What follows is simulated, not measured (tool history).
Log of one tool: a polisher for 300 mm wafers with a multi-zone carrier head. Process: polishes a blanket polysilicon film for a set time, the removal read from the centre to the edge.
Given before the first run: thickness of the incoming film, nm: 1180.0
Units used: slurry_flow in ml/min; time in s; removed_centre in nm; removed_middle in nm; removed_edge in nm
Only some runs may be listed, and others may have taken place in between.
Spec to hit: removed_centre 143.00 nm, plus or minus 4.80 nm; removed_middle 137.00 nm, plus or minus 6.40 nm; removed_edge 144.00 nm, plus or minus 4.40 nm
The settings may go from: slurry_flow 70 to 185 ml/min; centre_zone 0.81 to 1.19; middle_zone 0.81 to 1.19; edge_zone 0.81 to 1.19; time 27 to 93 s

run,hour,slurry_flow,centre_zone,middle_zone,edge_zone,time,removed_centre,removed_middle,removed_edge
1,0.0,120,1.00,1.00,1.00,59,277.31,275.89,265.18
2,1.2,115,0.99,0.98,0.98,54,246.90,243.44,236.72
3,8.1,115,0.99,0.98,0.98,65,302.88,292.43,286.33
4,13.7,110,0.98,0.96,0.96,60,270.31,266.40,256.03
5,19.0,110,0.98,1.03,0.96,60,269.33,282.07,259.02
6,27.9,105,0.97,1.00,0.95,55,245.18,242.53,236.58
7,35.2,105,0.96,0.99,0.94,51,220.46,231.12,214.61
8,37.5,100,0.96,0.96,0.94,48,207.14,204.09,198.80
9,42.0,95,0.94,0.94,0.93,46,184.64,192.63,190.14
10,51.0,95,0.94,0.92,0.92,44,181.51,184.15,179.93
11,57.8,90,0.94,0.90,0.92,43,171.16,174.34,172.49
12,59.9,85,0.94,0.89,0.92,42,162.35,161.54,166.80
13,68.0,85,0.94,0.88,0.91,42,163.53,163.20,166.05
14,76.2,75,0.94,0.82,0.89,33,122.32,110.09,125.24
15,82.2,85,0.93,0.82,0.89,33,127.29,116.66,127.21
16,86.4,90,0.93,0.83,0.91,33,132.46,119.94,132.14

Next run, 4 choices. One meets every target within its allowed miss, the rest don't. Which?
A,90.6,70,0.84,0.89,0.94,39,?,?,?
B,90.6,75,0.81,1.08,0.93,37,?,?,?
C,90.6,95,0.93,0.87,0.91,35,?,?,?
D,90.6,165,0.96,0.87,0.81,29,?,?,?

move,removed_centre,removed_middle,removed_edge
A,122.83,137.20,149.00
B,116.93,158.28,143.16
C,141.59,136.93,142.75
D,141.98,130.34,123.70
A: pushes the last run's worst result past its target
B: the furthest-off result lands on target, but another misses its tolerance
C: each result inside its tolerance
D: its largest miss is bigger than the last run's
C meets every target.

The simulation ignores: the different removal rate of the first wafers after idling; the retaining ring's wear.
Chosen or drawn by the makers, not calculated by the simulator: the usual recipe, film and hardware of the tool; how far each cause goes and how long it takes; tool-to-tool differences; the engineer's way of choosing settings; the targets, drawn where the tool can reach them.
